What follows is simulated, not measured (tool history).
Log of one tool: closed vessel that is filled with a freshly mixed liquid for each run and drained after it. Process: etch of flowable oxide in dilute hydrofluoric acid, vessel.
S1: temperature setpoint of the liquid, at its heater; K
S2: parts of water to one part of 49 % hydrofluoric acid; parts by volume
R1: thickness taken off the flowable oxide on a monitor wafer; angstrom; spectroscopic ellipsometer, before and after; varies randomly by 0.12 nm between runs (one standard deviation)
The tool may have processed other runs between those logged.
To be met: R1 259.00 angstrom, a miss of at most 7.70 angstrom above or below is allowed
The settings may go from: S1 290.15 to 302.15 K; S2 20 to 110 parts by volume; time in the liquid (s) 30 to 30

run 1 day=0.000 | S1=294.15 S2=60 time_in_the_liquid_(s)=30 | R1=144.30
run 2 day=0.129 | S1=294.15 S2=60 time_in_the_liquid_(s)=30 | R1=143.68
run 3 day=0.388 | S1=296.65 S2=60 time_in_the_liquid_(s)=30 | R1=160.69
run 4 day=0.646 | S1=296.65 S2=60 time_in_the_liquid_(s)=30 | R1=161.26
run 5 day=0.767 | S1=296.65 S2=60 time_in_the_liquid_(s)=30 | R1=159.30
run 6 day=0.833 | S1=297.65 S2=60 time_in_the_liquid_(s)=30 | R1=168.14
-- day=0.925 thermometer replaced
run 7 day=0.925 | S1=298.15 S2=60 time_in_the_liquid_(s)=30 | R1=178.78
run 8 day=1.017 | S1=298.65 S2=60 time_in_the_liquid_(s)=30 | R1=182.11
run 9 day=1.367 | S1=299.15 S2=60 time_in_the_liquid_(s)=30 | R1=186.41
run 10 day=1.492 | S1=299.65 S2=60 time_in_the_liquid_(s)=30 | R1=189.56
run 11 day=1.608 | S1=300.15 S2=60 time_in_the_liquid_(s)=30 | R1=193.56
run 12 day=1.688 | S1=302.15 S2=45 time_in_the_liquid_(s)=30 | R1=285.70
run 13 day=1.792 | S1=301.65 S2=45 time_in_the_liquid_(s)=30 | R1=278.54
run 14 day=2.104 | S1=300.65 S2=45 time_in_the_liquid_(s)=30 | R1=267.55

Below are 4 possible settings for the next run. Only one of them brings all results inside the allowed miss of their targets. Which is it?
run A day=2.417 | S1=302.15 S2=50 time_in_the_liquid_(s)=30 | R1=?
run B day=2.417 | S1=301.15 S2=45 time_in_the_liquid_(s)=30 | R1=?
run C day=2.417 | S1=300.65 S2=50 time_in_the_liquid_(s)=30 | R1=?
run D day=2.417 | S1=298.15 S2=40 time_in_the_liquid_(s)=30 | R1=?

move=A R1=254.96
move=B R1=274.27
move=C R1=240.19
move=D R1=275.11
A: meets every target
B: further off than the last run
C: takes the result that was furthest off past its target
D: further off than the last run
The right move is A.
